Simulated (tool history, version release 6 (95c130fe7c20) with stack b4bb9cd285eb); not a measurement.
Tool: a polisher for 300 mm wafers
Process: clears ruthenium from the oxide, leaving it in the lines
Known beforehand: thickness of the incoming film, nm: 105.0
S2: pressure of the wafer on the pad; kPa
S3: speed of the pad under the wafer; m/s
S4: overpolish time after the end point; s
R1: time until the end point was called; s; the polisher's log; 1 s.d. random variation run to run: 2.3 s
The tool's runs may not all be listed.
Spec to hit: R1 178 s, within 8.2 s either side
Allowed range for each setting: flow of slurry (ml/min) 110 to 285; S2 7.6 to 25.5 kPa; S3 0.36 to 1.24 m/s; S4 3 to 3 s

run 1 hour=0 | flow_of_slurry_(ml/min)=180 S2=16.5 S3=0.8 S4=3 | R1=104.56
run 2 hour=5.1 | flow_of_slurry_(ml/min)=180 S2=13.8 S3=0.8 S4=3 | R1=116.89
run 3 hour=5.9 | flow_of_slurry_(ml/min)=180 S2=12.4 S3=0.78 S4=3 | R1=133.89
run 4 hour=8.6 | flow_of_slurry_(ml/min)=180 S2=11 S3=0.78 S4=3 | R1=150.34
-- hour=13.8 worn pad replaced by a new one
run 5 hour=13.8 | flow_of_slurry_(ml/min)=180 S2=11 S3=0.78 S4=3 | R1=136.72
run 6 hour=16.9 | flow_of_slurry_(ml/min)=145 S2=11 S3=0.78 S4=3 | R1=145.16
run 7 hour=23.2 | flow_of_slurry_(ml/min)=145 S2=10.3 S3=0.78 S4=3 | R1=147.33
run 8 hour=29.5 | flow_of_slurry_(ml/min)=145 S2=9.7 S3=0.78 S4=3 | R1=157.25
run 9 hour=35.2 | flow_of_slurry_(ml/min)=145 S2=9 S3=0.78 S4=3 | R1=165.02

Which single option among these 5 for the next run brings every result within its allowed miss of target? Just one does.
run A hour=40.9 | flow_of_slurry_(ml/min)=155 S2=13.8 S3=0.46 S4=3 | R1=?
run B hour=40.9 | flow_of_slurry_(ml/min)=150 S2=11.7 S3=0.76 S4=3 | R1=?
run C hour=40.9 | flow_of_slurry_(ml/min)=145 S2=10.3 S3=0.72 S4=3 | R1=?
run D hour=40.9 | flow_of_slurry_(ml/min)=140 S2=7.6 S3=0.7 S4=3 | R1=?
run E hour=40.9 | flow_of_slurry_(ml/min)=115 S2=7.6 S3=0.86 S4=3 | R1=?

move=A R1=192.8
move=B R1=136.76
move=C R1=158.84
move=D R1=203.92
move=E R1=172.4
A: carries the result that was furthest off beyond its target, to the other side
B: moves away from the targets compared with the last run
C: moves away from the targets compared with the last run
D: carries the result that was furthest off beyond its target, to the other side
E: all results land within tolerance of their targets
So the answer is move E, the one that meets all the targets.

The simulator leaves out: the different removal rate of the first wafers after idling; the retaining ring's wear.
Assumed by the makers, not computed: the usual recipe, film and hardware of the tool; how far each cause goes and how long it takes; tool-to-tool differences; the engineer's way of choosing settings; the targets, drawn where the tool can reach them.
